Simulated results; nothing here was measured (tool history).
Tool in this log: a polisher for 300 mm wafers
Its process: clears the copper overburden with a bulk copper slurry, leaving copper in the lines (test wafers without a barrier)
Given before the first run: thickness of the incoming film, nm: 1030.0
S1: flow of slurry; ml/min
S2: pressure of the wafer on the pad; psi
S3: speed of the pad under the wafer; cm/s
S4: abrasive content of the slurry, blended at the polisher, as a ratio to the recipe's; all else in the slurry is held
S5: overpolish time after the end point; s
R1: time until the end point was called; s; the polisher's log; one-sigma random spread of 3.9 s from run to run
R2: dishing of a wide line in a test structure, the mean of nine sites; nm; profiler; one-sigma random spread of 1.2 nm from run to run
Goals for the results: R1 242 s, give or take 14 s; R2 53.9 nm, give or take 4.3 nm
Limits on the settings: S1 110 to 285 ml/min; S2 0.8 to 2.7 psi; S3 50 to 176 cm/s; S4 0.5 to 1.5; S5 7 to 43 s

run	hour	S1	S2	S3	S4	S5	R1	R2
1	0	180	1.7	112	1	22	173.39	66.508
2	1.8	180	1.6	112	1	22	182.64	63.814
3	6.9	180	1.9	112	1	22	164.17	69.441
4	8.2	180	1.8	110	1	22	170.48	68.646
5	13.1	210	1.8	110	1	22	162.38	69.476
6	18.2	205	1.7	110	1	22	176.98	65.446
7	23.6	205	1.6	110	1	22	176.4	65.297
8	29.7	200	1.5	110	1	22	189.94	61.49
9	37.1	195	1.1	108	1	24	225.63	57.345

Pick the move, out of 4, that brings all results within their allowed miss; only one does.
A	44.5	225	1.2	108	1.05	21	?	?
B	44.5	185	1.3	112	1.05	17	?	?
C	44.5	190	1.2	96	0.9	23	?	?
D	44.5	215	1.3	110	0.95	24	?	?

move	R1	R2
A	206.25	56.436
B	197.06	50.587
C	239.21	54.296
D	199.02	63.328
A: lands further from the targets than the last run did
B: lands further from the targets than the last run did
C: in spec on every target
D: lands further from the targets than the last run did
Move C is the one to make.
